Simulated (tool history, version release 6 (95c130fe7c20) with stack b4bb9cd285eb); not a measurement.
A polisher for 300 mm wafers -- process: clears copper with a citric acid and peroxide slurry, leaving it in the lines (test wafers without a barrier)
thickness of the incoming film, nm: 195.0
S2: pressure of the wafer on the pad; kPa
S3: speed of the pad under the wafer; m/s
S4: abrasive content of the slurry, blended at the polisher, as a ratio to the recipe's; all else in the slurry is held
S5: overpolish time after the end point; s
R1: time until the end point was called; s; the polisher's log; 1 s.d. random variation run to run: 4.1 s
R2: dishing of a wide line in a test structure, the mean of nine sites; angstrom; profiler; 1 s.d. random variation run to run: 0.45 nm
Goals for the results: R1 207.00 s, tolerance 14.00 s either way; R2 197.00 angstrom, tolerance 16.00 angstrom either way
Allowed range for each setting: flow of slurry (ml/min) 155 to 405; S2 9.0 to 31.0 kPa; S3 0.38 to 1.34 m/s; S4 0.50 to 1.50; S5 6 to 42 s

Run 1, day 0.000: flow of slurry (ml/min) 260, S2 20.0 kPa, S3 0.86 m/s, S4 1.00, S5 21 s. Result: R1 125.58 s, R2 237.10 angstrom.
Run 2, day 0.329: flow of slurry (ml/min) 260, S2 20.0 kPa, S3 0.86 m/s, S4 1.00, S5 28 s. Result: R1 123.68 s, R2 309.13 angstrom.
Run 3, day 0.375: flow of slurry (ml/min) 260, S2 16.5 kPa, S3 0.86 m/s, S4 1.00, S5 28 s. Result: R1 145.69 s, R2 265.64 angstrom.
Run 4, day 0.450: flow of slurry (ml/min) 260, S2 16.5 kPa, S3 0.86 m/s, S4 0.85, S5 28 s. Result: R1 155.56 s, R2 247.13 angstrom.
Run 5, day 0.654: flow of slurry (ml/min) 260, S2 16.5 kPa, S3 0.86 m/s, S4 1.00, S5 28 s. Result: R1 146.08 s, R2 266.44 angstrom.
Run 6, day 0.929: flow of slurry (ml/min) 260, S2 16.5 kPa, S3 0.86 m/s, S4 1.00, S5 33 s. Result: R1 144.25 s, R2 304.39 angstrom.
Run 7, day 1.171: flow of slurry (ml/min) 260, S2 15.9 kPa, S3 0.86 m/s, S4 1.00, S5 33 s. Result: R1 155.33 s, R2 292.99 angstrom.
Run 8, day 1.467: flow of slurry (ml/min) 260, S2 15.2 kPa, S3 0.86 m/s, S4 1.00, S5 33 s. Result: R1 156.27 s, R2 269.28 angstrom.
Run 9, day 1.821: flow of slurry (ml/min) 260, S2 14.5 kPa, S3 0.86 m/s, S4 1.00, S5 33 s. Result: R1 170.58 s, R2 267.92 angstrom.
Run 10, day 1.850: flow of slurry (ml/min) 260, S2 13.1 kPa, S3 0.86 m/s, S4 1.00, S5 30 s. Result: R1 186.28 s, R2 227.75 angstrom.

Exercise: of the 5 proposed moves below, exactly one satisfies all targets within the stated allowed misses. Which move is it?
Run A, day 1.879: flow of slurry (ml/min) 345, S2 10.3 kPa, S3 0.88 m/s, S4 1.40, S5 22 s. Result: R1 ?, R2 ?.
Run B, day 1.879: flow of slurry (ml/min) 320, S2 9.0 kPa, S3 1.04 m/s, S4 1.15, S5 29 s. Result: R1 ?, R2 ?.
Run C, day 1.879: flow of slurry (ml/min) 275, S2 11.7 kPa, S3 0.94 m/s, S4 1.20, S5 19 s. Result: R1 ?, R2 ?.
Run D, day 1.879: flow of slurry (ml/min) 225, S2 12.4 kPa, S3 0.92 m/s, S4 1.00, S5 19 s. Result: R1 ?, R2 ?.
Run E, day 1.879: flow of slurry (ml/min) 255, S2 11.0 kPa, S3 1.06 m/s, S4 1.35, S5 23 s. Result: R1 ?, R2 ?.

move      R1      R2
   A  202.39  160.31
   B  208.46  196.71
   C  178.78  158.01
   D  184.67  153.87
   E  165.70  198.97
A: moves the result that the last run missed by most past its target, out the other side
B: all results in spec
C: moves the result that the last run missed by most past its target, out the other side
D: moves the result that the last run missed by most past its target, out the other side
E: corrects the largest miss of the last run, while another result sits out of spec
Answer: B

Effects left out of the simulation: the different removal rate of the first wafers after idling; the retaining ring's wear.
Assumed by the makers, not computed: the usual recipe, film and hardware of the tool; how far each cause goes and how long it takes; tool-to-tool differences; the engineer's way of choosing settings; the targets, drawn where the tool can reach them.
